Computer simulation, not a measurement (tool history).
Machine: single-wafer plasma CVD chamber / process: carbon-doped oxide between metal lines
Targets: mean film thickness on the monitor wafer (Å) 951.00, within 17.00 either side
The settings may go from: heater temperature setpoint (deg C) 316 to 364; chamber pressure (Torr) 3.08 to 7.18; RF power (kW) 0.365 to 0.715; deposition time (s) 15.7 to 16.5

| run | day | heater temperature setpoint (deg C) | chamber pressure (Torr) | RF power (kW) | deposition time (s) | mean film thickness on the monitor wafer (Å) |
|---|---|---|---|---|---|---|
| 1 | 0.000 | 340 | 5.13 | 0.540 | 16.5 | 823.57 |
| 2 | 0.325 | 340 | 5.13 | 0.540 | 16.5 | 821.81 |
| 3 | 0.662 | 337 | 5.40 | 0.550 | 16.5 | 840.24 |
| 4 | 0.888 | 337 | 5.40 | 0.610 | 16.5 | 880.82 |
|  | 0.917 | RF generator calibrated |
| 5 | 0.917 | 337 | 5.40 | 0.535 | 16.5 | 849.52 |
| 6 | 1.058 | 334 | 5.48 | 0.535 | 16.5 | 856.32 |
| 7 | 1.242 | 331 | 5.61 | 0.540 | 16.5 | 871.24 |
| 8 | 1.596 | 329 | 5.75 | 0.545 | 16.5 | 884.74 |
| 9 | 1.796 | 327 | 5.87 | 0.550 | 16.5 | 897.31 |

Below are 4 possible settings for the next run. Only one of them brings all results inside the allowed miss of their targets. Which is it?
| A | 1.996 | 326 | 7.18 | 0.595 | 16.5 | ? |
| B | 1.996 | 316 | 5.21 | 0.525 | 16.4 | ? |
| C | 1.996 | 328 | 6.24 | 0.620 | 16.0 | ? |
| D | 1.996 | 331 | 6.89 | 0.575 | 16.5 | ? |

| move | mean film thickness on the monitor wafer (Å) |
|---|---|
| A | 947.23 |
| B | 910.84 |
| C | 917.77 |
| D | 911.53 |
A: all results land within tolerance of their targets
B: an improvement on the last run, though not all results are within tolerance
C: an improvement on the last run, though not all results are within tolerance
D: an improvement on the last run, though not all results are within tolerance
So the answer is move A, the one that meets all the targets.
